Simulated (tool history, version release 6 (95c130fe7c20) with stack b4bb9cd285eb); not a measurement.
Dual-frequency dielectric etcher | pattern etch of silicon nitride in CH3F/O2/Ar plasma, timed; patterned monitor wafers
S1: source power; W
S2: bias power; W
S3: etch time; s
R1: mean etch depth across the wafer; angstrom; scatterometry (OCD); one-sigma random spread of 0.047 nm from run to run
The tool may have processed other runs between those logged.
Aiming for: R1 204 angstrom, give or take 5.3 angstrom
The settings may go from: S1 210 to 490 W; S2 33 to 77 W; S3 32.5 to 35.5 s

run 1 hour=0 | S1=350 S2=55 S3=35.5 | R1=227.14
run 2 hour=9 | S1=340 S2=54 S3=35.5 | R1=223.91
run 3 hour=9.6 | S1=330 S2=53 S3=35.5 | R1=220.09
run 4 hour=10.3 | S1=330 S2=62 S3=35.5 | R1=232.23
-- hour=19 wet clean of the chamber
run 5 hour=19 | S1=310 S2=61 S3=35.5 | R1=231.96
run 6 hour=22.8 | S1=310 S2=58 S3=35 | R1=226.44
run 7 hour=28.3 | S1=310 S2=56 S3=34.5 | R1=219.84
run 8 hour=35.5 | S1=310 S2=54 S3=34.5 | R1=216.72
run 9 hour=42.8 | S1=310 S2=53 S3=34.5 | R1=217

Of the 4 settings listed for the next run, only one would bring every result within its allowed miss of target. Which one?
run A hour=50.1 | S1=270 S2=53 S3=34 | R1=?
run B hour=50.1 | S1=310 S2=58 S3=34.5 | R1=?
run C hour=50.1 | S1=260 S2=45 S3=34.5 | R1=?
run D hour=50.1 | S1=340 S2=51 S3=34 | R1=?

move=A R1=203.5
move=B R1=222.31
move=C R1=194
move=D R1=217.11
A: all results in spec
B: misses by more than the last run did
C: moves the result that the last run missed by most past its target, out the other side
D: as far off as the last run
Correct choice: A, which meets every target
